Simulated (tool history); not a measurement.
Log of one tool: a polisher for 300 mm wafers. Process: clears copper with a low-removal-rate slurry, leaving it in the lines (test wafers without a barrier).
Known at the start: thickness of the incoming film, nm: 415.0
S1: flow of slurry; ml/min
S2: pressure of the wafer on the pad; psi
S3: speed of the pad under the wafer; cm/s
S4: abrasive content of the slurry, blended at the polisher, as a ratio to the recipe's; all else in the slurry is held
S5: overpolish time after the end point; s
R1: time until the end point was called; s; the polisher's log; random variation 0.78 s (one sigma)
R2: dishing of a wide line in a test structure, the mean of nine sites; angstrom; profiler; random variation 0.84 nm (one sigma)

run  hour   S1   S2   S3   S4  S5       R1      R2
  1   0.0  260  3.8  122  1.0  17   87.791  577.19
  2   6.4  260  4.0  122  1.0  16   84.944  556.30
  3   7.2  260  4.2  122  1.0  16   81.110  577.03
  4  10.4  260  4.2   94  1.0  16  106.760  461.03
  5  11.0  260  4.9   94  1.0  16   93.463  519.16
  6  12.1  260  5.2   96  1.0  16   88.315  535.65
  7  13.5  260  5.4   98  1.0  16   84.171  575.83

Run 8 comes next. What will it give?
  8  14.4  265  5.6  100  1.0  15   ?   ?

Run 8 gave R1 81.102 s, R2 555.71 angstrom.
